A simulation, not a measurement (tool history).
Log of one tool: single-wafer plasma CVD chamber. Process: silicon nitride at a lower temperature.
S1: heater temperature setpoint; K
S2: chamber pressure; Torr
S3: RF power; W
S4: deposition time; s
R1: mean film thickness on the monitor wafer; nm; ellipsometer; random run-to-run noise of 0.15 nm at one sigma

run	day	S1	S2	S3	S4	R1
1	0	628.15	1.2	275	32.4	30.72
2	0.188	628.15	1.16	270	32.4	30.05
3	0.233	621.15	1.16	270	32.4	30.303
4	0.529	621.15	1.12	265	32.4	29.634
# day 0.8: thermocouple changed; heater temperature recalibrated
5	0.8	614.15	1.12	265	32.4	29.487
6	0.962	609.15	1.12	265	32.4	29.265
7	1.004	609.15	1.09	265	32.4	29.604
8	1.112	609.15	1.07	260	32.4	28.891
9	1.333	609.15	1.04	255	32.4	28.261
10	1.571	609.15	1.02	255	32.4	28.161
11	1.717	609.15	1	255	32.4	28.118
12	2.046	609.15	0.98	255	32.4	27.783
13	2.362	609.15	0.96	255	32.4	27.887
14	2.608	609.15	0.94	255	32.4	27.938
15	2.917	609.15	0.93	255	32.4	27.469
16	3.092	609.15	0.91	255	32.4	27.425

For run 17, what comes out?
17	3.358	609.15	0.89	255	32.4	?

{"run 17": {"R1": 26.891}}
